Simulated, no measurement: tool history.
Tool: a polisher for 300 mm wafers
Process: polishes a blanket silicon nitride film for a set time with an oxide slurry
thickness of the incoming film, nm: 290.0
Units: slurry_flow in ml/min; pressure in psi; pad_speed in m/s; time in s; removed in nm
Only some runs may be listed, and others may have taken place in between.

run    day  slurry_flow  pressure  pad_speed  slurry_solids  time  removed
  1  0.000          210       3.8       0.82           1.00    47   32.650
  2  0.242          210       3.8       0.82           0.85    47   28.962
  3  0.396          210       4.5       0.92           0.85    47   38.565
  4  0.483          210       5.0       0.98           0.85    47   44.320
  5  0.667          210       5.3       1.06           0.85    47   48.860
  6  0.879          210       5.5       1.12           0.90    47   55.404
  7  0.988          210       5.6       1.16           0.90    47   57.753
  8  1.304          210       5.7       1.20           0.90    47   60.071
  9  1.425          210       5.8       1.22           0.90    47   62.187

For run 10, what comes out?
 10  1.779          210       5.8       1.24           0.90    47        ?

removed: 62.538 nm
